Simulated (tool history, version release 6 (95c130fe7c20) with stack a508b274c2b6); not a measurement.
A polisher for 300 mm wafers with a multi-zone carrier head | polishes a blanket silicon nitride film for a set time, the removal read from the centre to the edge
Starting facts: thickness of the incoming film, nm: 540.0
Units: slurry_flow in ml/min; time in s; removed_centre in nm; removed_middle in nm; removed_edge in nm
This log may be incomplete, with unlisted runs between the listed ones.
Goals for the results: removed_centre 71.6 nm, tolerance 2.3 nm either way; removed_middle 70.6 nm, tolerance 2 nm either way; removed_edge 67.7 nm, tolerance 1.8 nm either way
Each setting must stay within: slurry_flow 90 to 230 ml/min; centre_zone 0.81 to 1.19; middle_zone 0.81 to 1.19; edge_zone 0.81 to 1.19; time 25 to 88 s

| run | hour | slurry_flow | centre_zone | middle_zone | edge_zone | time | removed_centre | removed_middle | removed_edge |
|---|---|---|---|---|---|---|---|---|---|
| 1 | 0 | 150 | 1 | 1 | 1 | 56 | 75.814 | 77.318 | 79.503 |
| 2 | 3 | 140 | 1.01 | 1 | 0.94 | 55 | 75.794 | 75.372 | 75.636 |
| 3 | 10.1 | 140 | 0.95 | 1 | 0.94 | 55 | 70.542 | 74.544 | 75.084 |
| 4 | 13.4 | 140 | 1.01 | 1 | 0.94 | 55 | 76.142 | 75.435 | 74.741 |
| 5 | 17.6 | 140 | 1.01 | 1 | 1 | 55 | 75.235 | 75.581 | 77.629 |
| 6 | 19.6 | 160 | 1.01 | 1 | 1 | 55 | 77.155 | 76.258 | 79.171 |
| 7 | 27.6 | 145 | 1.01 | 1 | 0.95 | 54 | 74.282 | 74.703 | 75.396 |
|  | 28.2 | worn pad replaced by a new one |
| 8 | 28.2 | 130 | 1.02 | 1 | 0.91 | 54 | 78.683 | 78.039 | 76.494 |
| 9 | 31.6 | 130 | 1.02 | 1 | 0.91 | 54 | 77.739 | 77.274 | 77.493 |

Of the 4 settings listed for the next run, only one would bring every result within its allowed miss of target. Which one?
| A | 35 | 115 | 1.03 | 1.01 | 0.84 | 50 | ? | ? | ? |
| B | 35 | 90 | 0.85 | 0.87 | 1.04 | 58 | ? | ? | ? |
| C | 35 | 155 | 0.92 | 1.13 | 0.87 | 52 | ? | ? | ? |
| D | 35 | 160 | 1.08 | 0.97 | 0.88 | 50 | ? | ? | ? |

| move | removed_centre | removed_middle | removed_edge |
|---|---|---|---|
| A | 71.642 | 70.947 | 67.962 |
| B | 67.15 | 70.155 | 84.452 |
| C | 70.805 | 84.627 | 73.789 |
| D | 78.773 | 71.852 | 71.662 |
A: all results in spec
B: the biggest miss grows against the last run
C: the biggest miss grows against the last run
D: an improvement on the last run, though not all results are within tolerance
A is the move that brings every result within its allowed miss.
